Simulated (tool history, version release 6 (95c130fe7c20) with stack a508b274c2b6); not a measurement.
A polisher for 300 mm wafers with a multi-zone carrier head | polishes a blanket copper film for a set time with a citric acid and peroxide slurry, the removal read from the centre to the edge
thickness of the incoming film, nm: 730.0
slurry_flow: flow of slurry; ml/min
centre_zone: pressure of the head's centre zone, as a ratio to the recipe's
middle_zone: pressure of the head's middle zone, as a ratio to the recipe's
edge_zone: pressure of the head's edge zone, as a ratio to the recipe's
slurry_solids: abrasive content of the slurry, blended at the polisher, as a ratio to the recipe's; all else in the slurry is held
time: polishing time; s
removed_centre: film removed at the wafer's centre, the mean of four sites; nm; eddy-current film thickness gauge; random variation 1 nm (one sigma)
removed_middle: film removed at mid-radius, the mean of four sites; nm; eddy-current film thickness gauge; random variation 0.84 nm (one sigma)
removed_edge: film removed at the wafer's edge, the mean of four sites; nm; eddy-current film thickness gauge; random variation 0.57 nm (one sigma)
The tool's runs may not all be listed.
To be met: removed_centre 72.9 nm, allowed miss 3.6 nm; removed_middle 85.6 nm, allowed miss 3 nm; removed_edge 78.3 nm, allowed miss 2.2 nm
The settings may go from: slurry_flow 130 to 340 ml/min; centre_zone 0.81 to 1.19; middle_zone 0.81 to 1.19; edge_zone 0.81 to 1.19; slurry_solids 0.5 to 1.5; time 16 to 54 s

run,hour,slurry_flow,centre_zone,middle_zone,edge_zone,slurry_solids,time,removed_centre,removed_middle,removed_edge
1,0,220,1,1,1,1,35,53.549,54.163,53.225
2,4.3,220,1,1,1,1,27,41.225,42.604,41.702
3,9.6,230,0.99,1.05,1.04,1.15,31,47.384,51.522,48.608
4,10.5,230,0.99,1.05,0.97,1.15,31,48.902,51.633,47.834
5,17.9,230,0.99,1.12,0.97,1.15,31,47.175,54.992,48.372
6,20,230,0.98,1.12,1.01,1.25,35,53.118,62.978,56.526
7,28.9,230,1,1.13,1.04,1.35,37,59.123,67.024,60.664
8,30.8,240,1,1.14,1.06,1.4,39,61.969,72.03,64.771

4 next moves are on the table. One of them brings every result within its allowed miss. Which?
A,32.7,215,1.01,1.03,1.19,1,54,?,?,?
B,32.7,245,0.96,1.12,1.11,1.5,46,?,?,?
C,32.7,175,0.85,0.93,1.19,1.5,43,?,?,?
D,32.7,290,0.98,1.1,1.18,1.4,43,?,?,?

move,removed_centre,removed_middle,removed_edge
A,82.491,85.93,86.209
B,72.17,84.786,77.053
C,56.173,64.268,70.932
D,69.66,78.75,73.744
A: takes the result that was furthest off past its target
B: meets every target
C: further off than the last run
D: nearer than the last run, and not there yet
Answer: B
